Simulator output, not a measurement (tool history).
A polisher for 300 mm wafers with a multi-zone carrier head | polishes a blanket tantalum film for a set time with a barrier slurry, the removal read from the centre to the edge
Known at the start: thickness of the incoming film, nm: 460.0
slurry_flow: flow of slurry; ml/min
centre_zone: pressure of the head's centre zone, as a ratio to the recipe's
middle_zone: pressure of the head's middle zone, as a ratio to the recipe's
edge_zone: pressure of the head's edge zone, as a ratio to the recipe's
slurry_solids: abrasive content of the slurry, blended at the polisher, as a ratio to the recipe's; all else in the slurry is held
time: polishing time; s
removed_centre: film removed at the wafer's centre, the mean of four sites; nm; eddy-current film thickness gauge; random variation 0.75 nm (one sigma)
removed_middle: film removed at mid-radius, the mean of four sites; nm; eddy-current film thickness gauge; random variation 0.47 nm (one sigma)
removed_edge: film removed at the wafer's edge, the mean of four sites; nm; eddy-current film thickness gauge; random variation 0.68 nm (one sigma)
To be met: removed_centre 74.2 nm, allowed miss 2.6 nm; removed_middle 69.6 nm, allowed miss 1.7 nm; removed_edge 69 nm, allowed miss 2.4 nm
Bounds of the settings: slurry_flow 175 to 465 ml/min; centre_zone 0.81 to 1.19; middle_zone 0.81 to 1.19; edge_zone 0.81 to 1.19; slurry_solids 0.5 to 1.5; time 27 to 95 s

{"run": 1, "day": 0.0, "slurry_flow": 295, "centre_zone": 1, "middle_zone": 1, "edge_zone": 1, "slurry_solids": 1, "time": 61, "removed_centre": 95.01, "removed_middle": 95.964, "removed_edge": 90.476}
{"run": 2, "day": 0.058, "slurry_flow": 290, "centre_zone": 0.99, "middle_zone": 0.97, "edge_zone": 0.97, "slurry_solids": 0.9, "time": 60, "removed_centre": 89.657, "removed_middle": 89.939, "removed_edge": 86.788}
{"run": 3, "day": 0.083, "slurry_flow": 290, "centre_zone": 1, "middle_zone": 0.96, "edge_zone": 0.95, "slurry_solids": 0.8, "time": 58, "removed_centre": 85.651, "removed_middle": 82.685, "removed_edge": 79.993}
{"run": 4, "day": 0.442, "slurry_flow": 285, "centre_zone": 0.99, "middle_zone": 0.95, "edge_zone": 0.93, "slurry_solids": 0.75, "time": 58, "removed_centre": 82.103, "removed_middle": 79.756, "removed_edge": 76.352}
{"run": 5, "day": 0.612, "slurry_flow": 285, "centre_zone": 0.99, "middle_zone": 0.88, "edge_zone": 0.93, "slurry_solids": 0.75, "time": 58, "removed_centre": 81.826, "removed_middle": 75.12, "removed_edge": 77.097}
{"run": 6, "day": 0.829, "slurry_flow": 235, "centre_zone": 0.99, "middle_zone": 0.88, "edge_zone": 0.93, "slurry_solids": 0.75, "time": 58, "removed_centre": 80.776, "removed_middle": 73.498, "removed_edge": 75.093}
{"run": 7, "day": 1.038, "slurry_flow": 230, "centre_zone": 0.98, "middle_zone": 0.88, "edge_zone": 0.91, "slurry_solids": 0.75, "time": 58, "removed_centre": 79.668, "removed_middle": 73.714, "removed_edge": 75.232}
{"run": 8, "day": 1.317, "slurry_flow": 230, "centre_zone": 0.98, "middle_zone": 0.88, "edge_zone": 0.89, "slurry_solids": 0.7, "time": 58, "removed_centre": 77.392, "removed_middle": 70.559, "removed_edge": 72.686}
{"run": 9, "day": 1.392, "slurry_flow": 225, "centre_zone": 0.98, "middle_zone": 0.89, "edge_zone": 0.87, "slurry_solids": 0.7, "time": 58, "removed_centre": 78.436, "removed_middle": 72.432, "removed_edge": 72.95}
{"run": 10, "day": 1.633, "slurry_flow": 225, "centre_zone": 0.98, "middle_zone": 0.89, "edge_zone": 0.87, "slurry_solids": 0.7, "time": 58, "removed_centre": 77.293, "removed_middle": 73.481, "removed_edge": 71.237}
{"run": 11, "day": 1.875, "slurry_flow": 220, "centre_zone": 0.98, "middle_zone": 0.88, "edge_zone": 0.86, "slurry_solids": 0.7, "time": 58, "removed_centre": 78.14, "removed_middle": 72.179, "removed_edge": 70.91}
{"run": 12, "day": 2.071, "slurry_flow": 215, "centre_zone": 0.97, "middle_zone": 0.88, "edge_zone": 0.86, "slurry_solids": 0.7, "time": 58, "removed_centre": 75.934, "removed_middle": 71.127, "removed_edge": 72.197}

4 next moves are on the table. One of them brings every result within its allowed miss. Which?
{"run": "A", "day": 2.267, "slurry_flow": 175, "centre_zone": 1, "middle_zone": 0.92, "edge_zone": 0.9, "slurry_solids": 0.8, "time": 54, "removed_centre": "?", "removed_middle": "?", "removed_edge": "?"}
{"run": "B", "day": 2.267, "slurry_flow": 220, "centre_zone": 0.84, "middle_zone": 0.81, "edge_zone": 0.85, "slurry_solids": 0.6, "time": 66, "removed_centre": "?", "removed_middle": "?", "removed_edge": "?"}
{"run": "C", "day": 2.267, "slurry_flow": 220, "centre_zone": 0.99, "middle_zone": 0.96, "edge_zone": 0.81, "slurry_solids": 0.65, "time": 57, "removed_centre": "?", "removed_middle": "?", "removed_edge": "?"}
{"run": "D", "day": 2.267, "slurry_flow": 180, "centre_zone": 0.95, "middle_zone": 0.81, "edge_zone": 0.86, "slurry_solids": 0.8, "time": 62, "removed_centre": "?", "removed_middle": "?", "removed_edge": "?"}

move=A removed_centre=73.432 removed_middle=70.08 removed_edge=69.755
move=B removed_centre=70.943 removed_middle=72.525 removed_edge=77.619
move=C removed_centre=74.398 removed_middle=74.029 removed_edge=67.371
move=D removed_centre=80.381 removed_middle=72.778 removed_edge=78.882
A: meets every target
B: further off than the last run
C: brings the result that was furthest off to its target, and leaves another outside
D: further off than the last run
Answer: A
